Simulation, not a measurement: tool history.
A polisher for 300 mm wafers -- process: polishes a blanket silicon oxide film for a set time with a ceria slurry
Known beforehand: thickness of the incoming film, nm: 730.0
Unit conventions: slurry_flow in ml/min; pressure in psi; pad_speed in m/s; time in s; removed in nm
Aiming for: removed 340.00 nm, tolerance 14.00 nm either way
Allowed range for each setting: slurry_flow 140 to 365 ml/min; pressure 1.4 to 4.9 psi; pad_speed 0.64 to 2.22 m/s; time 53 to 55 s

run	day	slurry_flow	pressure	pad_speed	time	removed
1	0.000	235	3.1	1.42	53	264.74
2	0.346	275	3.1	1.42	53	279.85
3	0.575	280	3.2	1.42	53	278.23
4	0.621	280	3.2	1.42	55	292.94
5	0.783	280	2.7	1.42	55	246.03
6	0.896	280	3.1	1.42	55	284.63
7	0.938	280	3.2	1.42	55	291.83
8	0.992	280	3.3	1.42	55	303.86
9	1.200	280	3.5	1.42	55	313.98

Which one of the following 4 next-run settings gets every result inside its allowed miss? There is exactly one.
A	1.408	235	3.4	1.38	55	?
B	1.408	245	3.6	1.38	55	?
C	1.408	275	3.2	1.64	55	?
D	1.408	300	3.5	1.36	53	?

move	removed
A	290.39
B	308.43
C	329.17
D	290.88
A: moves away from the targets compared with the last run
B: moves away from the targets compared with the last run
C: every result lands within tolerance
D: moves away from the targets compared with the last run
So the answer is move C, the one that meets all the targets.
